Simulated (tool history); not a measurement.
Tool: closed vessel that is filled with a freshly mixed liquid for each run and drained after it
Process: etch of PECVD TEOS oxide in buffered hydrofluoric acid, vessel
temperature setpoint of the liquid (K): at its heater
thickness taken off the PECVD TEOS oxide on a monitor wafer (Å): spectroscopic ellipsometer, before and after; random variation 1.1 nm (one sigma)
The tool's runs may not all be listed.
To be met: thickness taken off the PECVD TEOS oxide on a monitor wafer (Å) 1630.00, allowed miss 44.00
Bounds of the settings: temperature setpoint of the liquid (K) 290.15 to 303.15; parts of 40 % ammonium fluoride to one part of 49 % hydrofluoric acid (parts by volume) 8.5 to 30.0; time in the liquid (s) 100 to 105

run	hour	temperature setpoint of the liquid (K)	parts of 40 % ammonium fluoride to one part of 49 % hydrofluoric acid (parts by volume)	time in the liquid (s)	thickness taken off the PECVD TEOS oxide on a monitor wafer (Å)
1	0.0	295.15	23.0	100	684.55
2	7.7	295.15	23.0	100	693.97
3	14.7	295.15	18.0	100	845.10
4	19.6	295.15	14.0	100	1078.10
5	24.9	295.15	14.0	100	1083.00
6	31.4	297.65	14.0	100	1241.90
7	40.1	299.15	14.0	100	1344.20
8	44.9	300.15	14.0	100	1414.70
9	47.9	301.15	14.0	100	1503.00
10	54.1	301.65	14.0	100	1519.30

5 next moves are on the table. One of them brings every result within its allowed miss. Which?
A	60.3	301.65	12.0	100	?
B	60.3	301.15	14.0	100	?
C	60.3	298.65	11.0	105	?
D	60.3	301.65	14.0	105	?
E	60.3	300.65	11.5	100	?

move	thickness taken off the PECVD TEOS oxide on a monitor wafer (Å)
A	1794.90
B	1503.20
C	1747.30
D	1620.90
E	1774.10
A: takes the result that was furthest off past its target
B: further off than the last run
C: takes the result that was furthest off past its target
D: meets every target
E: takes the result that was furthest off past its target
Answer: D
